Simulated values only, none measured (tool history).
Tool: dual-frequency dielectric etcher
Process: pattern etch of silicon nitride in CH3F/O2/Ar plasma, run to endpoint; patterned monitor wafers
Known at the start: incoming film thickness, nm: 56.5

run  hour  source power (kW)  bias power (kW)  endpoint time (s)
  1   0.0              0.410            0.065             80.044
  2   0.8              0.450            0.065             75.813
  3   8.6              0.450            0.055             81.713
  4  10.9              0.410            0.055             85.096
  5  18.8              0.470            0.055             78.404
  6  26.8              0.410            0.055             84.838
  7  34.6              0.390            0.054             88.585
  8  43.0              0.370            0.053             92.005
  9  45.2              0.360            0.053             92.493
 10  53.4              0.350            0.053             95.446

Forecast run 11:
 11  54.3              0.340            0.053                  ?

Run 11 gave endpoint time (s) 96.780.
